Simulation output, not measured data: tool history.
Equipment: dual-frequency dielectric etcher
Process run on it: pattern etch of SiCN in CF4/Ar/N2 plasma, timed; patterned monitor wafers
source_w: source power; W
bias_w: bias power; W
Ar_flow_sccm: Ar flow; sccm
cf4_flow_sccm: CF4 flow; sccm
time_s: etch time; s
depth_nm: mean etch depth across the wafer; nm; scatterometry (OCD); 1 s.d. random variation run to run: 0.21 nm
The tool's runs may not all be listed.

run	hour	source_w	bias_w	Ar_flow_sccm	cf4_flow_sccm	time_s	depth_nm
1	0	510	51	99	72	95	88.586
2	8.9	510	51	99	80	95	90.525
3	11	510	59	99	80	95	95.531
4	17.9	490	59	99	80	95	93.068
5	23.5	490	59	99	71	95	91.396
6	26.8	440	59	99	71	95	86.438

Run 7, settings as shown, results not yet in. Your forecast:
7	27.9	430	59	99	71	95	?

{"run 7": {"depth_nm": 85.703}}
